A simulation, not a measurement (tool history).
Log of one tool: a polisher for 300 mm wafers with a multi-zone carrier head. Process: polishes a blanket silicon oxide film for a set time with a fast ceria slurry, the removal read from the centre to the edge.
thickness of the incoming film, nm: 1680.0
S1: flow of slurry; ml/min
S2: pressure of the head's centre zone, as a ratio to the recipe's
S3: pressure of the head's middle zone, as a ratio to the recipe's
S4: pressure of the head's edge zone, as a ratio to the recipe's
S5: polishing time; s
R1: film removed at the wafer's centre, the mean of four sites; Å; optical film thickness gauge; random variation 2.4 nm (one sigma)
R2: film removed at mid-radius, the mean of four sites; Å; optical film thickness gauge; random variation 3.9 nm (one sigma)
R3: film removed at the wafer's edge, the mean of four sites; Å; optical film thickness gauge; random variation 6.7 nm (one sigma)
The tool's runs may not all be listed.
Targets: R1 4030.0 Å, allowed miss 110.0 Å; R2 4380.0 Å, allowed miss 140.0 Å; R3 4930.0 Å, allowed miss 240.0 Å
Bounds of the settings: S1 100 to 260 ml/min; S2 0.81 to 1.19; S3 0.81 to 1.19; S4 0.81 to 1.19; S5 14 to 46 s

| run | day | S1 | S2 | S3 | S4 | S5 | R1 | R2 | R3 |
|---|---|---|---|---|---|---|---|---|---|
| 1 | 0.000 | 165 | 1.00 | 1.00 | 1.00 | 30 | 6446.4 | 6538.2 | 6325.9 |
| 2 | 0.146 | 165 | 1.00 | 1.00 | 1.00 | 37 | 7960.3 | 7957.3 | 7609.9 |
| 3 | 0.217 | 200 | 1.00 | 1.00 | 1.00 | 37 | 8192.2 | 8172.0 | 8137.1 |
| 4 | 0.346 | 200 | 1.00 | 1.00 | 1.00 | 33 | 7393.6 | 7308.2 | 7309.4 |
| 5 | 0.462 | 175 | 0.93 | 0.94 | 1.01 | 29 | 5935.9 | 5984.8 | 6299.8 |
| 6 | 0.500 | 175 | 0.97 | 0.94 | 1.01 | 29 | 6179.8 | 6053.0 | 6301.2 |
| 7 | 0.733 | 160 | 0.92 | 0.92 | 1.03 | 27 | 5365.8 | 5403.1 | 5810.1 |
| 8 | 1.050 | 110 | 0.82 | 0.88 | 1.03 | 23 | 3691.1 | 4193.3 | 4596.0 |
| 9 | 1.371 | 125 | 0.82 | 0.88 | 1.04 | 23 | 3812.3 | 4236.4 | 4784.1 |
| 10 | 1.508 | 135 | 0.82 | 0.88 | 1.04 | 23 | 3857.7 | 4368.8 | 4869.4 |

5 next moves are on the table. One of them brings every result within its allowed miss. Which?
| A | 1.646 | 140 | 0.81 | 0.87 | 1.04 | 23 | ? | ? | ? |
| B | 1.646 | 115 | 0.86 | 0.89 | 1.04 | 24 | ? | ? | ? |
| C | 1.646 | 145 | 0.87 | 0.81 | 1.11 | 22 | ? | ? | ? |
| D | 1.646 | 130 | 0.81 | 0.89 | 1.05 | 23 | ? | ? | ? |
| E | 1.646 | 125 | 0.81 | 0.81 | 1.06 | 23 | ? | ? | ? |

| move | R1 | R2 | R3 |
|---|---|---|---|
| A | 3865.7 | 4421.8 | 4722.3 |
| B | 4077.4 | 4489.9 | 4775.8 |
| C | 4004.2 | 4039.2 | 4693.7 |
| D | 3798.6 | 4427.7 | 4691.0 |
| E | 3759.3 | 4093.9 | 4688.7 |
A: as far off as the last run
B: meets every target
C: brings the result that was furthest off to its target, and leaves another outside
D: further off than the last run
E: further off than the last run
Move B is the one to make.

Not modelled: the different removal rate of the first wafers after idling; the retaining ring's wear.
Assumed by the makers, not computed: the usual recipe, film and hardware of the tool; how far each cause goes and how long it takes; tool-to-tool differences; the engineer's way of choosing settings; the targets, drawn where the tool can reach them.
